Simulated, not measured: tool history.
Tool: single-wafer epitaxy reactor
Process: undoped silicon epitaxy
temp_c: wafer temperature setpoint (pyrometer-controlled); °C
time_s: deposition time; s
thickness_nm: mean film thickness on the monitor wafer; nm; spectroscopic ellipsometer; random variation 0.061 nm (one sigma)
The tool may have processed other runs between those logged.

Run 1, day 0: temp_c 630 °C, time_s 277 s. Result: thickness_nm 29.271 nm.
Run 2, day 0.283: temp_c 626 °C, time_s 276 s. Result: thickness_nm 26.343 nm.
Run 3, day 0.654: temp_c 626 °C, time_s 314 s. Result: thickness_nm 29.817 nm.
Run 4, day 0.908: temp_c 621 °C, time_s 314 s. Result: thickness_nm 26.231 nm.
Run 5, day 1.171: temp_c 618 °C, time_s 314 s. Result: thickness_nm 24.381 nm.
Run 6, day 1.392: temp_c 616 °C, time_s 314 s. Result: thickness_nm 22.9 nm.

Run 7 comes next. What will it give?
Run 7, day 1.517: temp_c 614 °C, time_s 314 s. Result: thickness_nm ?.

thickness_nm: 21.698 nm

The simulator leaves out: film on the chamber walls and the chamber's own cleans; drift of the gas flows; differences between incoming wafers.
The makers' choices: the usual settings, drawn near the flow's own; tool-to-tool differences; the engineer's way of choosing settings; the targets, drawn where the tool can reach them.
